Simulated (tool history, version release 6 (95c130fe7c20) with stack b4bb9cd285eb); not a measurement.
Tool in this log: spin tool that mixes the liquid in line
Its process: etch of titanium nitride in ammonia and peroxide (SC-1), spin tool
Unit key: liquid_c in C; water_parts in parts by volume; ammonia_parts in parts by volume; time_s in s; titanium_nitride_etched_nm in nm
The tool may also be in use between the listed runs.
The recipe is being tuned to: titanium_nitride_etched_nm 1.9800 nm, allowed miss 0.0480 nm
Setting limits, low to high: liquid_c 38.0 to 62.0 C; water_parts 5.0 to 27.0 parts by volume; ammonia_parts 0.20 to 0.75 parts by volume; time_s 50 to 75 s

run 1 day=0.000 | liquid_c=46.0 water_parts=15.0 ammonia_parts=0.45 time_s=75 | titanium_nitride_etched_nm=3.0807
run 2 day=0.267 | liquid_c=46.0 water_parts=15.0 ammonia_parts=0.55 time_s=75 | titanium_nitride_etched_nm=3.2260
run 3 day=0.458 | liquid_c=46.0 water_parts=15.0 ammonia_parts=0.45 time_s=75 | titanium_nitride_etched_nm=3.1033
run 4 day=0.525 | liquid_c=44.0 water_parts=15.0 ammonia_parts=0.45 time_s=75 | titanium_nitride_etched_nm=2.6826
run 5 day=0.783 | liquid_c=43.0 water_parts=15.0 ammonia_parts=0.45 time_s=75 | titanium_nitride_etched_nm=2.5025
run 6 day=1.062 | liquid_c=43.0 water_parts=15.0 ammonia_parts=0.45 time_s=75 | titanium_nitride_etched_nm=2.5100
run 7 day=1.133 | liquid_c=42.0 water_parts=15.0 ammonia_parts=0.45 time_s=75 | titanium_nitride_etched_nm=2.3169
run 8 day=1.446 | liquid_c=39.5 water_parts=15.0 ammonia_parts=0.45 time_s=75 | titanium_nitride_etched_nm=1.9293
-- day=1.717 new drum of ammonia solution connected
run 9 day=1.717 | liquid_c=40.0 water_parts=15.0 ammonia_parts=0.45 time_s=75 | titanium_nitride_etched_nm=2.0291

Exactly one of the 4 candidate moves below puts every result within its allowed miss. Which one?
run A day=1.988 | liquid_c=42.5 water_parts=24.5 ammonia_parts=0.45 time_s=75 | titanium_nitride_etched_nm=?
run B day=1.988 | liquid_c=39.5 water_parts=15.0 ammonia_parts=0.45 time_s=75 | titanium_nitride_etched_nm=?
run C day=1.988 | liquid_c=38.5 water_parts=14.5 ammonia_parts=0.45 time_s=75 | titanium_nitride_etched_nm=?
run D day=1.988 | liquid_c=41.5 water_parts=20.0 ammonia_parts=0.70 time_s=65 | titanium_nitride_etched_nm=?

move=A titanium_nitride_etched_nm=1.8762
move=B titanium_nitride_etched_nm=1.9770
move=C titanium_nitride_etched_nm=1.8690
move=D titanium_nitride_etched_nm=1.8378
A: the result that was furthest off in the last run now lies on the other side of its target
B: hits every target within its allowed miss
C: the result that was furthest off in the last run now lies on the other side of its target
D: the result that was furthest off in the last run now lies on the other side of its target
B is the move that brings every result within its allowed miss.
